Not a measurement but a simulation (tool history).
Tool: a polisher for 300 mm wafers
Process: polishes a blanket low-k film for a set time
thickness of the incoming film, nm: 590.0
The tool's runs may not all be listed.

run    day  flow of slurry (ml/min)  pressure of the wafer on the pad (psi)  speed of the pad under the wafer (m/s)  abrasive content of the slurry  polishing time (s)  film removed (nm)
  1      0                      205                                     1.8                                    0.96                               1                 102             37.852
  2  0.146                      205                                     1.8                                    1.16                               1                 102              43.51
  3  0.179                      210                                     1.9                                    1.16                               1                 102             46.307
  4  0.208                      210                                     1.9                                    0.94                               1                 102             40.069
  5  0.496                      215                                       2                                    0.94                               1                 102              41.42
  6  0.804                      215                                     2.2                                    0.94                               1                 102             46.127
  7  1.125                      215                                     2.3                                    0.94                               1                 102             47.314
  8  1.308                      215                                     2.3                                    0.94                               1                 102             48.042

Run 9 comes next. What will it give?
  9  1.483                      220                                     2.4                                    0.94                               1                 102                  ?

film removed (nm): 49.771

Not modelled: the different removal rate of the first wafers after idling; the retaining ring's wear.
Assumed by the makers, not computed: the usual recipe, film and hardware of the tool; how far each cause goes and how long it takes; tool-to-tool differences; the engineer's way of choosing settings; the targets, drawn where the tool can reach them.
